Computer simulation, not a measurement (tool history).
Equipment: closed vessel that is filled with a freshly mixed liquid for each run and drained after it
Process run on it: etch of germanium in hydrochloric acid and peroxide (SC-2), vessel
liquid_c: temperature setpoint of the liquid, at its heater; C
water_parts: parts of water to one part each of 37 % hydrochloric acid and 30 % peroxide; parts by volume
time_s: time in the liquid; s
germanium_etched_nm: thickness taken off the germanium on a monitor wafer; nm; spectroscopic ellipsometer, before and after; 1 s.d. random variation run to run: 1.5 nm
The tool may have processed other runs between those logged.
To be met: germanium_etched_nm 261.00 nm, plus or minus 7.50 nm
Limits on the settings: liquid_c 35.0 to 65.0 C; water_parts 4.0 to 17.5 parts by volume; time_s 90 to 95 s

run,hour,liquid_c,water_parts,time_s,germanium_etched_nm
1,0.0,49.0,9.5,90,216.19
2,1.3,50.0,9.5,90,224.96
3,10.4,50.0,11.5,90,222.29
4,18.0,50.0,11.5,95,234.80
5,20.3,50.5,11.5,95,237.72
6,25.1,51.0,11.5,95,238.93
7,30.6,51.5,11.5,95,246.04
8,32.4,52.0,11.5,95,249.15

5 candidate next runs follow, results not yet known. Just one meets every target within its allowed miss. Identify it.
A,34.2,50.5,11.0,95,?
B,34.2,51.0,11.0,90,?
C,34.2,52.0,12.0,95,?
D,34.2,53.0,12.0,90,?
E,34.2,54.0,13.0,95,?

move,germanium_etched_nm
A,237.33
B,228.37
C,246.16
D,240.46
E,258.94
A: the biggest miss grows against the last run
B: the biggest miss grows against the last run
C: the biggest miss grows against the last run
D: the biggest miss grows against the last run
E: all results in spec
The move that meets every target is E.
